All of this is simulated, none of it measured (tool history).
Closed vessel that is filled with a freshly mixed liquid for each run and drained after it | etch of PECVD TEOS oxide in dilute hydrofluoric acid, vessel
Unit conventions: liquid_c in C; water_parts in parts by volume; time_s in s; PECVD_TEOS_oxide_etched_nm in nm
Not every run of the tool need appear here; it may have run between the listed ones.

run  hour  liquid_c  water_parts  time_s  PECVD_TEOS_oxide_etched_nm
  1   0.0      24.0          200     590                      27.308
  2   5.2      24.0          165     590                      34.775
  3  14.0      23.0          175     590                      30.889
  4  18.2      22.0          185     590                      27.549
  5  23.2      21.0          190     590                      25.913
  6  24.1      21.0          190     630                      27.638
  7  29.4      20.5          195     630                      26.360
  8  32.2      20.5          195     630                      26.376
  9  33.7      20.0          200     630                      25.095

The next listed run, before its measurement:
 10  34.7      19.5          205     630                           ?

{"run 10": {"PECVD_TEOS_oxide_etched_nm": 24.001}}
